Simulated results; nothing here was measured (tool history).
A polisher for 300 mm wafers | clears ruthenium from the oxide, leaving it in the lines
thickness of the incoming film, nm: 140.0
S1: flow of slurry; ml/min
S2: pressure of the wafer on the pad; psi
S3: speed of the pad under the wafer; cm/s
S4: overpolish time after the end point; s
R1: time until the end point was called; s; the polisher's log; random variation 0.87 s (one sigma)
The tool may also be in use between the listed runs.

Run 1, day 0: S1 310 ml/min, S2 2.5 psi, S3 98 cm/s, S4 17 s. Result: R1 112.74 s.
Run 2, day 0.096: S1 310 ml/min, S2 2.5 psi, S3 110 cm/s, S4 17 s. Result: R1 102.11 s.
Run 3, day 0.262: S1 310 ml/min, S2 2.5 psi, S3 110 cm/s, S4 17 s. Result: R1 99.625 s.
Run 4, day 0.325: S1 310 ml/min, S2 2.5 psi, S3 122 cm/s, S4 17 s. Result: R1 92.872 s.
Run 5, day 0.371: S1 310 ml/min, S2 2.6 psi, S3 122 cm/s, S4 17 s. Result: R1 88.007 s.
Run 6, day 0.604: S1 310 ml/min, S2 2.6 psi, S3 122 cm/s, S4 18 s. Result: R1 89.503 s.
Run 7, day 0.925: S1 310 ml/min, S2 2.7 psi, S3 122 cm/s, S4 18 s. Result: R1 85.108 s.

Run 8 comes next. What will it give?
Run 8, day 1.012: S1 310 ml/min, S2 2.9 psi, S3 122 cm/s, S4 18 s. Result: R1 ?.

Run 8 gave R1 80.253 s.
